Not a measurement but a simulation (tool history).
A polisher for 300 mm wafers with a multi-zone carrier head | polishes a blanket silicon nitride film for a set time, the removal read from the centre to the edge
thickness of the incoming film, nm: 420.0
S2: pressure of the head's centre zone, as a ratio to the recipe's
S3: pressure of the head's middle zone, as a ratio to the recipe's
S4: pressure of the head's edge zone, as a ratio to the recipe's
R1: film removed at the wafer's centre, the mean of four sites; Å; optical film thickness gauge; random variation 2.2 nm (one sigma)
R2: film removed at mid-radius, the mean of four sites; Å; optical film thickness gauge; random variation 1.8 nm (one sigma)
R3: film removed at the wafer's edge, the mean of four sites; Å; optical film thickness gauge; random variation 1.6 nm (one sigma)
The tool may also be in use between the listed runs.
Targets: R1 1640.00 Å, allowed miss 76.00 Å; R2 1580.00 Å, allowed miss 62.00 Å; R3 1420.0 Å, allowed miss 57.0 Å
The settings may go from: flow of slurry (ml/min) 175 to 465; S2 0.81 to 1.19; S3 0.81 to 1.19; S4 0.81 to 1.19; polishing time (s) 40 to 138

{"run": 1, "hour": 0.0, "flow of slurry (ml/min)": 295, "S2": 1.0, "S3": 1.0, "S4": 1.0, "polishing time (s)": 88, "R1": 1291.7, "R2": 1235.8, "R3": 1184.3}
{"run": 2, "hour": 8.9, "flow of slurry (ml/min)": 295, "S2": 0.95, "S3": 1.0, "S4": 1.0, "polishing time (s)": 88, "R1": 1189.5, "R2": 1242.0, "R3": 1199.6}
{"run": 3, "hour": 13.5, "flow of slurry (ml/min)": 295, "S2": 0.88, "S3": 1.0, "S4": 1.0, "polishing time (s)": 88, "R1": 1133.4, "R2": 1247.3, "R3": 1197.6}
{"run": 4, "hour": 20.1, "flow of slurry (ml/min)": 295, "S2": 0.88, "S3": 1.0, "S4": 1.0, "polishing time (s)": 75, "R1": 952.26, "R2": 1049.1, "R3": 1010.0}
{"run": 5, "hour": 22.6, "flow of slurry (ml/min)": 295, "S2": 0.88, "S3": 0.93, "S4": 1.0, "polishing time (s)": 75, "R1": 942.29, "R2": 988.74, "R3": 1015.2}
{"run": 6, "hour": 29.0, "flow of slurry (ml/min)": 295, "S2": 0.88, "S3": 1.01, "S4": 1.0, "polishing time (s)": 75, "R1": 922.66, "R2": 1038.5, "R3": 1021.6}
{"run": 7, "hour": 37.7, "flow of slurry (ml/min)": 300, "S2": 0.93, "S3": 1.03, "S4": 1.01, "polishing time (s)": 81, "R1": 1082.8, "R2": 1171.6, "R3": 1128.1}
{"run": 8, "hour": 42.0, "flow of slurry (ml/min)": 310, "S2": 0.98, "S3": 1.06, "S4": 1.02, "polishing time (s)": 83, "R1": 1174.7, "R2": 1202.7, "R3": 1132.5}
{"run": 9, "hour": 42.7, "flow of slurry (ml/min)": 310, "S2": 1.0, "S3": 1.07, "S4": 1.02, "polishing time (s)": 87, "R1": 1249.5, "R2": 1296.2, "R3": 1224.2}
{"run": 10, "hour": 43.5, "flow of slurry (ml/min)": 360, "S2": 1.1, "S3": 1.14, "S4": 0.96, "polishing time (s)": 94, "R1": 1531.4, "R2": 1461.6, "R3": 1280.1}
{"run": 11, "hour": 51.8, "flow of slurry (ml/min)": 360, "S2": 1.1, "S3": 1.14, "S4": 0.96, "polishing time (s)": 94, "R1": 1549.4, "R2": 1492.4, "R3": 1283.1}
{"run": 12, "hour": 58.3, "flow of slurry (ml/min)": 360, "S2": 1.1, "S3": 1.14, "S4": 0.98, "polishing time (s)": 95, "R1": 1534.4, "R2": 1504.0, "R3": 1284.9}
{"run": 13, "hour": 59.7, "flow of slurry (ml/min)": 355, "S2": 1.09, "S3": 1.12, "S4": 0.98, "polishing time (s)": 97, "R1": 1562.8, "R2": 1528.0, "R3": 1333.7}
{"run": 14, "hour": 66.8, "flow of slurry (ml/min)": 355, "S2": 1.1, "S3": 1.11, "S4": 0.99, "polishing time (s)": 98, "R1": 1596.4, "R2": 1538.6, "R3": 1355.9}
{"run": 15, "hour": 69.9, "flow of slurry (ml/min)": 355, "S2": 1.1, "S3": 1.11, "S4": 1.0, "polishing time (s)": 98, "R1": 1592.8, "R2": 1518.3, "R3": 1357.4}

5 next moves are on the table. One of them brings every result within its allowed miss. Which?
{"run": "A", "hour": 73.0, "flow of slurry (ml/min)": 385, "S2": 1.12, "S3": 1.15, "S4": 0.89, "polishing time (s)": 100, "R1": "?", "R2": "?", "R3": "?"}
{"run": "B", "hour": 73.0, "flow of slurry (ml/min)": 375, "S2": 1.11, "S3": 1.13, "S4": 1.03, "polishing time (s)": 101, "R1": "?", "R2": "?", "R3": "?"}
{"run": "C", "hour": 73.0, "flow of slurry (ml/min)": 380, "S2": 1.04, "S3": 1.19, "S4": 0.92, "polishing time (s)": 106, "R1": "?", "R2": "?", "R3": "?"}
{"run": "D", "hour": 73.0, "flow of slurry (ml/min)": 335, "S2": 1.0, "S3": 1.19, "S4": 0.92, "polishing time (s)": 102, "R1": "?", "R2": "?", "R3": "?"}
{"run": "E", "hour": 73.0, "flow of slurry (ml/min)": 380, "S2": 1.0, "S3": 1.11, "S4": 1.01, "polishing time (s)": 101, "R1": "?", "R2": "?", "R3": "?"}

move=A R1=1633.30 R2=1560.90 R3=1314.0
move=B R1=1630.70 R2=1552.20 R3=1419.9
move=C R1=1605.30 R2=1697.10 R3=1412.3
move=D R1=1466.90 R2=1615.40 R3=1347.5
move=E R1=1469.60 R2=1534.00 R3=1408.0
A: further off than the last run
B: meets every target
C: brings the result that was furthest off to its target, and leaves another outside
D: further off than the last run
E: brings the result that was furthest off to its target, and leaves another outside
Move B is the one to make.

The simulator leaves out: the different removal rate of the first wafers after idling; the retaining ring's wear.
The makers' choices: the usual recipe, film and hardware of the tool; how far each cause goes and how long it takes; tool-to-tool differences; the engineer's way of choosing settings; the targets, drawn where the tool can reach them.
